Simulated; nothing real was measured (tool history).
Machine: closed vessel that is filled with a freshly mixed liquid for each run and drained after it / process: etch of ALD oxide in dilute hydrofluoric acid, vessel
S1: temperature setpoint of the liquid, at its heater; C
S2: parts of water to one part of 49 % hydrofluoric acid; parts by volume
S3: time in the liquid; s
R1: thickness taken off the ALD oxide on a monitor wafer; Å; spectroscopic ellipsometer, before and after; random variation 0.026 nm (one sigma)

run,hour,S1,S2,S3,R1
1,0,23,230,195,100.9
2,7.3,23,230,195,100.14
3,9.3,23,155,195,163.53
4,13.4,21.5,180,195,128.35
5,17.8,20.5,195,195,112.84
6,18.6,20.5,160,195,141.93
7,27.3,19.5,180,195,118.42
8,28.6,19,195,195,106.04
9,32.5,18.5,205,195,98.041
10,37.5,18,210,195,93.328

Run 11 comes next. What will it give?
11,40.3,17.5,215,195,?

Run 11 came out at R1 88.403 Å.

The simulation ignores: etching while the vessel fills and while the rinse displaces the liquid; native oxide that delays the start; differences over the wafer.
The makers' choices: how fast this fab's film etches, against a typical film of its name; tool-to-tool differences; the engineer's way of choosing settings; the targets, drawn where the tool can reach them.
